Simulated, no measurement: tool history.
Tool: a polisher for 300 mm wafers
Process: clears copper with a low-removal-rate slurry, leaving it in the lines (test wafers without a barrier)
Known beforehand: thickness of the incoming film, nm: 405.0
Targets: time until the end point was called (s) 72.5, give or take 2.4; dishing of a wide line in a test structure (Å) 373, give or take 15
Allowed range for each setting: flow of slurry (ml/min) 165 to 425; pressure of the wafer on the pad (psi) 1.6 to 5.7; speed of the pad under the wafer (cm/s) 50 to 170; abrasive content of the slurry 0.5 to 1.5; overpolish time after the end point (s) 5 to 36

run,hour,flow of slurry (ml/min),pressure of the wafer on the pad (psi),speed of the pad under the wafer (cm/s),abrasive content of the slurry,overpolish time after the end point (s),time until the end point was called (s),dishing of a wide line in a test structure (Å)
1,0,275,3.6,110,1,18,121.82,432.26
2,4.3,275,3.6,110,1,26,120.2,583.53
3,6.6,275,3.6,110,1,33,122.13,725.27
4,9.9,275,3.8,112,1,28,117.15,674.32
5,11.8,275,3.8,112,1,32,114.25,723.99
6,14.6,265,4.2,112,0.9,27,109.79,669.82
7,17.9,275,4,120,1,23,103.09,621.59
8,21.4,305,4,124,1,19,97.347,529.53
9,25.6,325,4.2,126,1,16,93.374,483.3
10,32.8,340,4.4,126,1,14,90.931,461.9
11,35.5,355,4.6,128,0.95,12,86.058,419.92
12,38.7,355,4.8,128,0.9,11,86.115,392.3
13,42.3,355,5,128,0.9,10,81.137,364.71
14,45.7,355,5.1,128,0.9,10,80.649,372.36
15,53.8,355,5.2,128,0.9,10,78.979,388.69
16,56.9,355,5.3,128,0.9,10,77.186,394.66
17,58,355,5.4,128,0.9,10,75.655,393.91
18,66.6,355,5.5,128,0.9,10,75.503,392.76

Below are 4 possible settings for the next run. Only one of them brings all results inside the allowed miss of their targets. Which is it?
A,75.2,355,5.5,136,0.75,10,?,?
B,75.2,260,5.7,118,1.25,11,?,?
C,75.2,320,4.6,166,0.7,9,?,?
D,75.2,400,5.7,112,0.9,11,?,?

move,time until the end point was called (s),dishing of a wide line in a test structure (Å)
A,72.578,408.32
B,75.241,430.74
C,71.146,376.5
D,81.237,402.47
A: its largest miss is bigger than the last run's
B: its largest miss is bigger than the last run's
C: in spec on every target
D: its largest miss is bigger than the last run's
The move that meets every target is C.

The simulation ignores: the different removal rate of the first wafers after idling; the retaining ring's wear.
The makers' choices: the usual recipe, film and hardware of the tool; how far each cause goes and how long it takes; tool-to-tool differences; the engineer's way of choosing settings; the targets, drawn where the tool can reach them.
